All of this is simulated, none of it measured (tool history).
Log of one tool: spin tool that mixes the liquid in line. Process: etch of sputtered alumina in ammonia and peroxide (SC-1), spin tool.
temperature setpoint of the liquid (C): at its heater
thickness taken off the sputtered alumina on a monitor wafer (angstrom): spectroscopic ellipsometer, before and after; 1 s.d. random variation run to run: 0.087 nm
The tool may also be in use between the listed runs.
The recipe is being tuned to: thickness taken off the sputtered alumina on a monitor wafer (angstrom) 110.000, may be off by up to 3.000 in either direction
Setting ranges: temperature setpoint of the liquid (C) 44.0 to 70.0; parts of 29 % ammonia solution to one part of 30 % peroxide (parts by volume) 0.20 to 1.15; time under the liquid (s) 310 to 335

| run | hour | temperature setpoint of the liquid (C) | parts of 29 % ammonia solution to one part of 30 % peroxide (parts by volume) | time under the liquid (s) | thickness taken off the sputtered alumina on a monitor wafer (angstrom) |
|---|---|---|---|---|---|
| 1 | 0.0 | 60.0 | 0.65 | 310 | 183.680 |
| 2 | 2.7 | 60.0 | 0.55 | 310 | 180.380 |
| 3 | 10.5 | 58.0 | 0.55 | 310 | 160.850 |
| 4 | 13.7 | 56.5 | 0.55 | 310 | 149.040 |
| 5 | 22.1 | 55.5 | 0.55 | 310 | 143.080 |
| 6 | 30.4 | 54.5 | 0.55 | 310 | 135.980 |
| 7 | 35.1 | 53.5 | 0.55 | 310 | 129.390 |
| 8 | 36.8 | 53.0 | 0.55 | 310 | 123.830 |
| 9 | 43.3 | 52.5 | 0.55 | 310 | 121.970 |
| 10 | 51.8 | 52.0 | 0.55 | 310 | 117.560 |
| 11 | 60.7 | 51.5 | 0.55 | 310 | 115.420 |

Which of these 5 next moves meets every target?
| A | 69.6 | 49.5 | 0.50 | 315 | ? |
| B | 69.6 | 51.0 | 0.40 | 330 | ? |
| C | 69.6 | 49.5 | 0.60 | 330 | ? |
| D | 69.6 | 49.0 | 0.75 | 310 | ? |
| E | 69.6 | 49.5 | 0.20 | 330 | ? |

| move | thickness taken off the sputtered alumina on a monitor wafer (angstrom) |
|---|---|
| A | 103.390 |
| B | 115.140 |
| C | 110.210 |
| D | 102.870 |
| E | 99.249 |
A: pushes the last run's worst result past its target
B: better than the last run, though not everything is in spec
C: all results in spec
D: pushes the last run's worst result past its target
E: pushes the last run's worst result past its target
Correct choice: C, which meets every target

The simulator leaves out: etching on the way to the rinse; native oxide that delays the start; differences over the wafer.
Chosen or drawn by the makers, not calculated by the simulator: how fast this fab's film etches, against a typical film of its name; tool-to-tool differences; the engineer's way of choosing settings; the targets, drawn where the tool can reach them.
